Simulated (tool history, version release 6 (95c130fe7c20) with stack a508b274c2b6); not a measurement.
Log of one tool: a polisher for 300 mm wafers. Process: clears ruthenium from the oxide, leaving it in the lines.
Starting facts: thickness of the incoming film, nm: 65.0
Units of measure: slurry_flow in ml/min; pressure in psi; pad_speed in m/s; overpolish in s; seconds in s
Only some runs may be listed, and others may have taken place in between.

Run 1, hour 0: slurry_flow 235 ml/min, pressure 1.9 psi, pad_speed 0.86 m/s, overpolish 38 s. Result: seconds 66.065 s.
Run 2, hour 6.5: slurry_flow 235 ml/min, pressure 1.9 psi, pad_speed 0.86 m/s, overpolish 38 s. Result: seconds 66.016 s.
Run 3, hour 14.9: slurry_flow 235 ml/min, pressure 2.3 psi, pad_speed 0.86 m/s, overpolish 38 s. Result: seconds 55.791 s.
Run 4, hour 19.9: slurry_flow 235 ml/min, pressure 2.3 psi, pad_speed 0.7 m/s, overpolish 38 s. Result: seconds 65.836 s.
At hour 28.7: worn pad replaced by a new one.
Run 5, hour 28.7: slurry_flow 240 ml/min, pressure 2.5 psi, pad_speed 0.78 m/s, overpolish 38 s. Result: seconds 49.044 s.
Run 6, hour 30.4: slurry_flow 240 ml/min, pressure 2 psi, pad_speed 0.78 m/s, overpolish 38 s. Result: seconds 61.562 s.

Estimate the outcome of run 7 from the log above:
Run 7, hour 37: slurry_flow 270 ml/min, pressure 2.1 psi, pad_speed 0.8 m/s, overpolish 38 s. Result: seconds ?.

{"run 7": {"seconds": 56.352}}

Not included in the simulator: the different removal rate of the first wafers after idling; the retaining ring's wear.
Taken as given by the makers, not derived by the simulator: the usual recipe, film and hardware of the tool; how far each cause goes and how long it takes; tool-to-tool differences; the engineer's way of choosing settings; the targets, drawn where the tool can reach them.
